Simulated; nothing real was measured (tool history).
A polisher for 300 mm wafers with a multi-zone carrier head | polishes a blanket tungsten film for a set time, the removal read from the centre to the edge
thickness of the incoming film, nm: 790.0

| run | day | flow of slurry (ml/min) | pressure of the head's centre zone | pressure of the head's middle zone | pressure of the head's edge zone | abrasive content of the slurry | polishing time (s) | film removed at the wafer's centre (nm) | film removed at mid-radius (nm) | film removed at the wafer's edge (nm) |
|---|---|---|---|---|---|---|---|---|---|---|
| 1 | 0.000 | 160 | 1.00 | 1.00 | 1.00 | 1.00 | 37 | 146.48 | 143.54 | 140.97 |
| 2 | 0.358 | 160 | 1.00 | 1.04 | 1.00 | 1.00 | 37 | 143.63 | 150.41 | 140.90 |
| 3 | 0.683 | 160 | 1.00 | 1.04 | 0.96 | 1.00 | 37 | 144.11 | 151.48 | 135.48 |
| 4 | 1.029 | 150 | 0.98 | 1.01 | 0.94 | 0.95 | 37 | 136.58 | 140.84 | 136.66 |
| 5 | 1.054 | 150 | 0.98 | 1.08 | 0.94 | 0.95 | 37 | 137.65 | 148.58 | 134.61 |
| 6 | 1.217 | 155 | 0.99 | 1.07 | 0.93 | 0.85 | 36 | 133.16 | 140.84 | 127.48 |
| 7 | 1.308 | 155 | 0.99 | 1.07 | 0.91 | 0.80 | 36 | 130.54 | 142.94 | 126.57 |
| 8 | 1.429 | 150 | 1.00 | 1.05 | 0.90 | 0.75 | 35 | 125.99 | 130.34 | 119.29 |

Forecast run 9:
| 9 | 1.483 | 145 | 1.00 | 1.05 | 0.89 | 0.75 | 35 | ? | ? | ? |

film removed at the wafer's centre (nm): 124.08
film removed at mid-radius (nm): 131.94
film removed at the wafer's edge (nm): 112.87

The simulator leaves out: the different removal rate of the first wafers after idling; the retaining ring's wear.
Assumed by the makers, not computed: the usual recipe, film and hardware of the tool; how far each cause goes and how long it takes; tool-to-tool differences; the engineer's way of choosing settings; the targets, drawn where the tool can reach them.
